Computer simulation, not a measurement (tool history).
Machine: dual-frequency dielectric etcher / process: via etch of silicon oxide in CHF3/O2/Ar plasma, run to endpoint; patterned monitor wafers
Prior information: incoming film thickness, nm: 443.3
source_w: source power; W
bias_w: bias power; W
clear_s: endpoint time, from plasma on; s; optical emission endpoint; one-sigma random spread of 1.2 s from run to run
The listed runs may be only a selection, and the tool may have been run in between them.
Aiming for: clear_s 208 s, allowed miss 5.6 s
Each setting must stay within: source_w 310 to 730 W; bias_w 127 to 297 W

run 1 hour=0 | source_w=520 bias_w=212 | clear_s=231.95
run 2 hour=5.1 | source_w=540 bias_w=215 | clear_s=225.83
run 3 hour=5.8 | source_w=550 bias_w=217 | clear_s=223.5
run 4 hour=14.7 | source_w=550 bias_w=192 | clear_s=233
run 5 hour=19.9 | source_w=550 bias_w=156 | clear_s=247.05
run 6 hour=21.4 | source_w=590 bias_w=156 | clear_s=239.66
run 7 hour=25.8 | source_w=610 bias_w=162 | clear_s=233.95
run 8 hour=27.7 | source_w=630 bias_w=167 | clear_s=229.11
run 9 hour=34 | source_w=650 bias_w=171 | clear_s=227.28
run 10 hour=39.2 | source_w=660 bias_w=177 | clear_s=224.05
run 11 hour=45.2 | source_w=670 bias_w=182 | clear_s=222.89
run 12 hour=46.8 | source_w=680 bias_w=188 | clear_s=221.2
run 13 hour=54.1 | source_w=690 bias_w=194 | clear_s=216.92

Exercise: of the 5 proposed moves below, exactly one satisfies all targets within the stated allowed misses. Which move is it?
run A hour=61.4 | source_w=700 bias_w=179 | clear_s=?
run B hour=61.4 | source_w=630 bias_w=207 | clear_s=?
run C hour=61.4 | source_w=680 bias_w=231 | clear_s=?
run D hour=61.4 | source_w=630 bias_w=186 | clear_s=?
run E hour=61.4 | source_w=630 bias_w=159 | clear_s=?

move=A clear_s=222.05
move=B clear_s=221.34
move=C clear_s=209.64
move=D clear_s=227.6
move=E clear_s=236.6
A: misses by more than the last run did
B: misses by more than the last run did
C: meets every target
D: misses by more than the last run did
E: misses by more than the last run did
Correct choice: C, which meets every target
